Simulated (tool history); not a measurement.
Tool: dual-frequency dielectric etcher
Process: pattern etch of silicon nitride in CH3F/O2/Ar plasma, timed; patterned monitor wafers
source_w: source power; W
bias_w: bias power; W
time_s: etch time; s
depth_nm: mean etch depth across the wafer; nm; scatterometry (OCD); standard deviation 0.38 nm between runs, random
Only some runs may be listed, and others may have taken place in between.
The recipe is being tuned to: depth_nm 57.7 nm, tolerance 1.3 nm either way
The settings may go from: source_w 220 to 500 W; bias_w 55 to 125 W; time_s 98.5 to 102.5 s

run	hour	source_w	bias_w	time_s	depth_nm
1	0	360	90	98.5	65.548
2	4	400	90	98.5	66.201
3	8.8	380	81	98.5	63.501
4	15.8	380	81	98.5	62.951
5	21.8	360	78	98.5	61.595
6	23.7	360	85	98.5	63.749
7	28.8	340	80	98.5	61.316
8	29.5	320	78	98.5	60.55
9	33.1	320	78	98.5	59.702

Consider the 5 candidate settings below. Which is the only one whose results all fall within their allowed miss of target?
A	36.7	320	74	102.5	?
B	36.7	300	88	98.5	?
C	36.7	360	69	98.5	?
D	36.7	330	58	102	?
E	36.7	290	62	101.5	?

move	depth_nm
A	60.44
B	61.683
C	57.936
D	54.602
E	54.287
A: misses by more than the last run did
B: misses by more than the last run did
C: all results in spec
D: moves the result that the last run missed by most past its target, out the other side
E: moves the result that the last run missed by most past its target, out the other side
The move that meets every target is C.
